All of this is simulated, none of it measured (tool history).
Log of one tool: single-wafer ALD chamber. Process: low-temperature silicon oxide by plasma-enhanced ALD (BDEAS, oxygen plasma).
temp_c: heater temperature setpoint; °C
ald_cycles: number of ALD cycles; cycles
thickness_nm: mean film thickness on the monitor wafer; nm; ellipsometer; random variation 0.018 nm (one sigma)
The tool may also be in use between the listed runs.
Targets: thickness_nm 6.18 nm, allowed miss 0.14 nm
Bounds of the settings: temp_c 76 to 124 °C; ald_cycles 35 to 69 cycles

{"run": 1, "hour": 0.0, "temp_c": 100, "ald_cycles": 52, "thickness_nm": 7.5495}
{"run": 2, "hour": 6.1, "temp_c": 100, "ald_cycles": 46, "thickness_nm": 6.6942}
{"run": 3, "hour": 7.1, "temp_c": 94, "ald_cycles": 46, "thickness_nm": 6.8065}
{"run": 4, "hour": 8.3, "temp_c": 96, "ald_cycles": 45, "thickness_nm": 6.5862}
{"run": 5, "hour": 12.0, "temp_c": 97, "ald_cycles": 44, "thickness_nm": 6.4592}
{"run": 6, "hour": 20.6, "temp_c": 93, "ald_cycles": 44, "thickness_nm": 6.5347}
{"run": 7, "hour": 25.4, "temp_c": 94, "ald_cycles": 43, "thickness_nm": 6.3612}
{"run": 8, "hour": 27.5, "temp_c": 95, "ald_cycles": 43, "thickness_nm": 6.3548}
{"run": 9, "hour": 36.2, "temp_c": 96, "ald_cycles": 43, "thickness_nm": 6.3289}
{"run": 10, "hour": 37.8, "temp_c": 96, "ald_cycles": 43, "thickness_nm": 6.3579}

Which of these 4 next moves meets every target?
{"run": "A", "hour": 39.4, "temp_c": 90, "ald_cycles": 41, "thickness_nm": "?"}
{"run": "B", "hour": 39.4, "temp_c": 93, "ald_cycles": 45, "thickness_nm": "?"}
{"run": "C", "hour": 39.4, "temp_c": 88, "ald_cycles": 44, "thickness_nm": "?"}
{"run": "D", "hour": 39.4, "temp_c": 98, "ald_cycles": 46, "thickness_nm": "?"}

move=A thickness_nm=6.1512
move=B thickness_nm=6.689
move=C thickness_nm=6.642
move=D thickness_nm=6.7314
A: meets every target
B: further off than the last run
C: further off than the last run
D: further off than the last run
The right move is A.
